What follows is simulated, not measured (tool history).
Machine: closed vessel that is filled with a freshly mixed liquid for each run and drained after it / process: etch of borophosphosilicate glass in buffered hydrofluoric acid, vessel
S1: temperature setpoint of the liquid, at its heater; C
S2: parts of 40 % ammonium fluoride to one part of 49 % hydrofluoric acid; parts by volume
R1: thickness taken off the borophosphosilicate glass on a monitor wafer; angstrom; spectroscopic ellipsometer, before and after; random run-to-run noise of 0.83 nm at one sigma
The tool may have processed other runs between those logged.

run 1 hour=0 | S1=24 S2=10.5 time_in_the_liquid_(s)=85 | R1=1612.1
run 2 hour=1.7 | S1=27 S2=10.5 time_in_the_liquid_(s)=85 | R1=1881.9
run 3 hour=11 | S1=25.5 S2=10.5 time_in_the_liquid_(s)=85 | R1=1763.2
run 4 hour=12.3 | S1=24 S2=10.5 time_in_the_liquid_(s)=85 | R1=1606.9
run 5 hour=21 | S1=24 S2=10.5 time_in_the_liquid_(s)=95 | R1=1800.7
run 6 hour=25.2 | S1=24 S2=7.5 time_in_the_liquid_(s)=95 | R1=2525.2
run 7 hour=28.4 | S1=21.5 S2=9.5 time_in_the_liquid_(s)=95 | R1=1715.9

Predict the results of run 8:
run 8 hour=34.4 | S1=20 S2=10.5 time_in_the_liquid_(s)=95 | R1=?

R1: 1442.3 angstrom
